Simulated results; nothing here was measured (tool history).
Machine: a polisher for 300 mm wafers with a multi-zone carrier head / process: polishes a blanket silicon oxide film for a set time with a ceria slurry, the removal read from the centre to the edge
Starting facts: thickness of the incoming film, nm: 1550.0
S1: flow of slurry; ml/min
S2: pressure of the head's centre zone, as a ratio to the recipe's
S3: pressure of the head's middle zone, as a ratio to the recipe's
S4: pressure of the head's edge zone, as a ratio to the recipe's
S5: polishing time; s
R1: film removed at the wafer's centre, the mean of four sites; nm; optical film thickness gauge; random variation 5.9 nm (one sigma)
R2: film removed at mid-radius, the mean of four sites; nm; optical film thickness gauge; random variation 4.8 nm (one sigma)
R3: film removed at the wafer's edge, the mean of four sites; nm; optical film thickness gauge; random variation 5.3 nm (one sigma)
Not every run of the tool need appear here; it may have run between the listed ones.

run  hour   S1    S2    S3    S4  S5      R1      R2      R3
  1     0  205     1     1     1  74  510.32  495.26  493.79
  2   3.7  230     1     1     1  74  509.47  511.71  505.85
  3  12.2  230  1.08     1     1  74  558.05  522.08  503.52
  4    21  215  1.07  0.98  0.96  72  542.46  480.18  470.41
  5  24.8  235  1.07  0.98  0.96  72  524.04     495  477.35
  6  29.5  220  1.06  0.97  0.92  71  527.21  471.35   466.3

Run 7 is up next; what results do you expect?
  7  31.1  210  1.06  0.98  0.91  69   ?   ?   ?

Logged for run 7: R1 514.44 nm, R2 465.56 nm, R3 444.17 nm.
